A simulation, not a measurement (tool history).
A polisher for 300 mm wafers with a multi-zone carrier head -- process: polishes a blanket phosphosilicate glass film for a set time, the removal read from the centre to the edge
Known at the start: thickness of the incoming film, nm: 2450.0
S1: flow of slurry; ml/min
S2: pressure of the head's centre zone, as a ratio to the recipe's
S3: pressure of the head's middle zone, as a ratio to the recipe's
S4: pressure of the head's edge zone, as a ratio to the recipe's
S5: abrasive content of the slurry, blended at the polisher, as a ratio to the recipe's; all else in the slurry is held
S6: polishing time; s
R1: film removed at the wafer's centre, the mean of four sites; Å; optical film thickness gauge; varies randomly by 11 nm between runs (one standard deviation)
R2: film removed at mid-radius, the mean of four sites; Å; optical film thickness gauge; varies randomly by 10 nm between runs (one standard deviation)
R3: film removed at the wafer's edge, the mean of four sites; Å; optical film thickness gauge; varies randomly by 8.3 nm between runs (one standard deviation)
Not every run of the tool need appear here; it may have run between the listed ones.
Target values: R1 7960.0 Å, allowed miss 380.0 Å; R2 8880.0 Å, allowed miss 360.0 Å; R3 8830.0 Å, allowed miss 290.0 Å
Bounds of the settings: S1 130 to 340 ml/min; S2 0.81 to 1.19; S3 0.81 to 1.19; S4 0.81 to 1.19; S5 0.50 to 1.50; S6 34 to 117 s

run,hour,S1,S2,S3,S4,S5,S6,R1,R2,R3
1,0.0,220,1.00,1.00,1.00,1.00,75,6163.9,6256.3,6275.3
2,5.1,225,1.00,1.02,1.03,1.10,76,6576.7,6698.1,6777.4
3,10.1,230,0.99,1.04,1.05,1.20,76,6579.7,7084.8,6919.5
4,11.0,190,0.99,1.04,1.05,1.20,76,6570.7,6792.6,6737.7
5,12.3,190,0.99,1.04,1.05,1.35,76,6838.2,6845.3,7039.9
6,19.1,205,0.99,1.05,1.07,1.40,77,6791.3,7211.1,7377.9
7,21.5,225,1.07,1.11,1.14,1.50,87,8529.9,8960.6,8898.5
8,27.2,225,1.06,1.11,1.14,1.50,87,8620.9,8945.4,8879.7
9,33.9,225,1.05,1.11,1.14,1.50,87,8335.8,9025.0,8879.6
10,38.0,225,1.04,1.11,1.14,1.50,87,8533.5,9110.1,8824.8
11,42.1,225,1.02,1.10,1.15,1.50,87,8373.2,9046.4,8825.6

Exactly one of the 4 candidate moves below puts every result within its allowed miss. Which one?
A,46.2,190,1.06,1.03,1.15,1.50,92,?,?,?
B,46.2,220,1.14,1.09,1.11,1.25,93,?,?,?
C,46.2,250,0.96,1.07,1.10,1.35,90,?,?,?
D,46.2,235,1.18,1.15,1.03,1.40,90,?,?,?

move,R1,R2,R3
A,9045.5,8691.3,9126.5
B,9386.0,8913.1,8701.5
C,8310.7,8854.3,8700.1
D,9772.7,9443.1,8455.6
A: further off than the last run
B: further off than the last run
C: hits every target within its allowed miss
D: further off than the last run
So the answer is move C, the one that meets all the targets.
